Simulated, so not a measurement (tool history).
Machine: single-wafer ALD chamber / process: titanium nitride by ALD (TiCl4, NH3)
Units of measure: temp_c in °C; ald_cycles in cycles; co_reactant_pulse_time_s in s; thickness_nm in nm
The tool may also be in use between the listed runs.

Run 1, hour 0: temp_c 380 °C, ald_cycles 35 cycles, co_reactant_pulse_time_s 2.44 s. Result: thickness_nm 0.73939 nm.
Run 2, hour 8.5: temp_c 372 °C, ald_cycles 35 cycles, co_reactant_pulse_time_s 1.93 s. Result: thickness_nm 0.71997 nm.
Run 3, hour 16.2: temp_c 367 °C, ald_cycles 35 cycles, co_reactant_pulse_time_s 1.58 s. Result: thickness_nm 0.68672 nm.
Run 4, hour 21.7: temp_c 365 °C, ald_cycles 35 cycles, co_reactant_pulse_time_s 1.55 s. Result: thickness_nm 0.67665 nm.
Run 5, hour 26.8: temp_c 365 °C, ald_cycles 35 cycles, co_reactant_pulse_time_s 2.01 s. Result: thickness_nm 0.71128 nm.
Run 6, hour 33.4: temp_c 364 °C, ald_cycles 35 cycles, co_reactant_pulse_time_s 1.8 s. Result: thickness_nm 0.69978 nm.
Run 7, hour 36.6: temp_c 364 °C, ald_cycles 35 cycles, co_reactant_pulse_time_s 1.65 s. Result: thickness_nm 0.6832 nm.
Run 8, hour 42.1: temp_c 364 °C, ald_cycles 35 cycles, co_reactant_pulse_time_s 1.65 s. Result: thickness_nm 0.68577 nm.
Run 9, hour 47.6: temp_c 364 °C, ald_cycles 35 cycles, co_reactant_pulse_time_s 1.65 s. Result: thickness_nm 0.68389 nm.
Run 10, hour 54.5: temp_c 363 °C, ald_cycles 35 cycles, co_reactant_pulse_time_s 1.61 s. Result: thickness_nm 0.67726 nm.
Run 11, hour 59: temp_c 363 °C, ald_cycles 35 cycles, co_reactant_pulse_time_s 1.61 s. Result: thickness_nm 0.67993 nm.
Run 12, hour 61.6: temp_c 362 °C, ald_cycles 35 cycles, co_reactant_pulse_time_s 1.59 s. Result: thickness_nm 0.66976 nm.
Run 13, hour 64.2: temp_c 361 °C, ald_cycles 35 cycles, co_reactant_pulse_time_s 1.59 s. Result: thickness_nm 0.67177 nm.
Run 14, hour 65.9: temp_c 361 °C, ald_cycles 35 cycles, co_reactant_pulse_time_s 1.59 s. Result: thickness_nm 0.68009 nm.
Run 15, hour 73.8: temp_c 358 °C, ald_cycles 34 cycles, co_reactant_pulse_time_s 1.26 s. Result: thickness_nm 0.59432 nm.
Run 16, hour 82.3: temp_c 363 °C, ald_cycles 34 cycles, co_reactant_pulse_time_s 1.26 s. Result: thickness_nm 0.60995 nm.
Run 17, hour 83.5: temp_c 363 °C, ald_cycles 34 cycles, co_reactant_pulse_time_s 1.34 s. Result: thickness_nm 0.62383 nm.
Run 18, hour 92.2: temp_c 364 °C, ald_cycles 34 cycles, co_reactant_pulse_time_s 1.37 s. Result: thickness_nm 0.63231 nm.
Run 19, hour 96.1: temp_c 366 °C, ald_cycles 34 cycles, co_reactant_pulse_time_s 1.37 s. Result: thickness_nm 0.64388 nm.
Run 20, hour 99.9: temp_c 367 °C, ald_cycles 34 cycles, co_reactant_pulse_time_s 1.37 s. Result: thickness_nm 0.64606 nm.

Forecast run 21:
Run 21, hour 105.6: temp_c 368 °C, ald_cycles 34 cycles, co_reactant_pulse_time_s 1.37 s. Result: thickness_nm ?.

Run 21 gave thickness_nm 0.63828 nm.
